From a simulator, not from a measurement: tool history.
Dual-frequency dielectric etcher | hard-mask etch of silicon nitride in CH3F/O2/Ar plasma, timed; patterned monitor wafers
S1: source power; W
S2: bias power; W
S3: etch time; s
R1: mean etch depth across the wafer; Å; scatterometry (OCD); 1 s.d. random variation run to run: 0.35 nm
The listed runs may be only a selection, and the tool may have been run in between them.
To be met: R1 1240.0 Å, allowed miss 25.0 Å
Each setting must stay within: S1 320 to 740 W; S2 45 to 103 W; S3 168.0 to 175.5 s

{"run": 1, "hour": 0.0, "S1": 530, "S2": 74, "S3": 168.0, "R1": 1357.2}
{"run": 2, "hour": 8.7, "S1": 530, "S2": 85, "S3": 168.0, "R1": 1413.1}
{"run": 3, "hour": 12.9, "S1": 490, "S2": 84, "S3": 168.0, "R1": 1356.6}
{"run": 4, "hour": 21.1, "S1": 470, "S2": 83, "S3": 168.0, "R1": 1339.4}
{"run": 5, "hour": 24.2, "S1": 470, "S2": 89, "S3": 168.0, "R1": 1366.7}
{"run": 6, "hour": 30.9, "S1": 470, "S2": 100, "S3": 168.0, "R1": 1409.2}
{"run": 7, "hour": 33.2, "S1": 440, "S2": 98, "S3": 168.0, "R1": 1374.3}
{"run": 8, "hour": 36.5, "S1": 410, "S2": 96, "S3": 168.0, "R1": 1315.2}
{"run": 9, "hour": 42.3, "S1": 400, "S2": 96, "S3": 168.0, "R1": 1305.5}
{"run": 10, "hour": 48.0, "S1": 390, "S2": 96, "S3": 168.0, "R1": 1299.7}
{"run": 11, "hour": 51.0, "S1": 380, "S2": 96, "S3": 168.0, "R1": 1280.5}
{"run": 12, "hour": 53.8, "S1": 370, "S2": 96, "S3": 168.0, "R1": 1270.7}

4 candidate next runs follow, results not yet known. Just one meets every target within its allowed miss. Identify it.
{"run": "A", "hour": 56.6, "S1": 380, "S2": 94, "S3": 172.5, "R1": "?"}
{"run": "B", "hour": 56.6, "S1": 370, "S2": 88, "S3": 169.0, "R1": "?"}
{"run": "C", "hour": 56.6, "S1": 380, "S2": 100, "S3": 171.5, "R1": "?"}
{"run": "D", "hour": 56.6, "S1": 390, "S2": 96, "S3": 171.0, "R1": "?"}

move=A R1=1305.1
move=B R1=1240.5
move=C R1=1322.3
move=D R1=1315.5
A: misses by more than the last run did
B: each result inside its tolerance
C: misses by more than the last run did
D: misses by more than the last run did
Go with B: it meets all targets.
